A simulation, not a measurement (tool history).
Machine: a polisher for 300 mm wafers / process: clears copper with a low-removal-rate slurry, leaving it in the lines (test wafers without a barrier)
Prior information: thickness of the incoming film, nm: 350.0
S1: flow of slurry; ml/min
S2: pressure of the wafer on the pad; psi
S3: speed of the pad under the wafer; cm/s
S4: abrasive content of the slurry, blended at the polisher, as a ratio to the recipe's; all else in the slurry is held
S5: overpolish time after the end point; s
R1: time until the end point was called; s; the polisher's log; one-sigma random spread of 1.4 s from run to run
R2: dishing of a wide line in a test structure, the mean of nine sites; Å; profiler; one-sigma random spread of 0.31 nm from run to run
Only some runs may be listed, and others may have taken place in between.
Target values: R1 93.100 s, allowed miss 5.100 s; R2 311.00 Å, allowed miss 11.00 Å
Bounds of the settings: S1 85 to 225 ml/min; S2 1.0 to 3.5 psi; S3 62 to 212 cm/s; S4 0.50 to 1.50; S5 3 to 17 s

run 1 hour=0.0 | S1=145 S2=2.2 S3=136 S4=1.00 S5=9 | R1=137.020 R2=161.00
run 2 hour=1.2 | S1=145 S2=2.5 S3=136 S4=1.00 S5=9 | R1=118.680 R2=178.22
run 3 hour=7.1 | S1=140 S2=2.6 S3=138 S4=1.00 S5=10 | R1=116.550 R2=203.84
run 4 hour=8.8 | S1=140 S2=2.7 S3=138 S4=1.00 S5=10 | R1=112.550 R2=209.57
run 5 hour=11.0 | S1=165 S2=2.7 S3=138 S4=1.00 S5=10 | R1=107.760 R2=212.33
run 6 hour=19.3 | S1=160 S2=2.8 S3=138 S4=1.00 S5=11 | R1=103.710 R2=237.51
run 7 hour=24.9 | S1=155 S2=2.9 S3=138 S4=1.00 S5=11 | R1=103.380 R2=240.76
run 8 hour=26.8 | S1=150 S2=3.0 S3=138 S4=1.00 S5=11 | R1=99.458 R2=249.68
run 9 hour=32.1 | S1=145 S2=3.1 S3=138 S4=1.00 S5=11 | R1=97.837 R2=254.02
run 10 hour=35.7 | S1=140 S2=3.2 S3=140 S4=1.00 S5=12 | R1=93.206 R2=280.80
run 11 hour=36.6 | S1=140 S2=3.2 S3=140 S4=1.00 S5=13 | R1=91.927 R2=292.92

Exercise: of the 5 proposed moves below, exactly one satisfies all targets within the stated allowed misses. Which move is it?
run A hour=37.5 | S1=165 S2=3.5 S3=106 S4=1.15 S5=14 | R1=? R2=?
run B hour=37.5 | S1=140 S2=3.2 S3=138 S4=1.00 S5=16 | R1=? R2=?
run C hour=37.5 | S1=150 S2=3.3 S3=148 S4=0.90 S5=12 | R1=? R2=?
run D hour=37.5 | S1=170 S2=2.7 S3=188 S4=1.10 S5=12 | R1=? R2=?
run E hour=37.5 | S1=155 S2=3.5 S3=98 S4=1.20 S5=13 | R1=? R2=?

move=A R1=94.965 R2=313.14
move=B R1=95.107 R2=340.89
move=C R1=90.709 R2=288.34
move=D R1=87.092 R2=292.74
move=E R1=98.478 R2=288.96
A: every result lands within tolerance
B: the result that was furthest off in the last run now lies on the other side of its target
C: further off than the last run
D: just as far off the targets as the last run
E: further off than the last run
A is the move that brings every result within its allowed miss.
